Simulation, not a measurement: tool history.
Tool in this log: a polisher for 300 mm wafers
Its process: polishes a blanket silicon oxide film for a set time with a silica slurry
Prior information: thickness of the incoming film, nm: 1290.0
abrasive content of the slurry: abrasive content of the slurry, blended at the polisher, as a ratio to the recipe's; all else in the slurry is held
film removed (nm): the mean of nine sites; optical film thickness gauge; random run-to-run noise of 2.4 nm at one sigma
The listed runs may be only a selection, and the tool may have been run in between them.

run  hour  flow of slurry (ml/min)  pressure of the wafer on the pad (kPa)  speed of the pad under the wafer (m/s)  abrasive content of the slurry  polishing time (s)  film removed (nm)
  1   0.0                      130                                    32.4                                    0.92                             1.0                 112             402.21
  2   6.7                      130                                    32.4                                    0.92                             1.0                 118             420.64
  3  12.0                      130                                    32.4                                    0.92                             0.8                 118             359.52
  4  15.1                      130                                    26.2                                    0.92                             0.8                 118             299.14
  5  17.5                      130                                    26.2                                    1.02                             0.8                 118             325.74
  6  18.6                      130                                    26.2                                    1.02                             0.8                 112             309.48
  7  22.2                      125                                    25.5                                    1.02                             0.8                 112             297.25

Run 8 has not been measured yet. What should we expect?
  8  23.8                      120                                    25.5                                    1.02                             0.8                 112                  ?

film removed (nm): 297.18
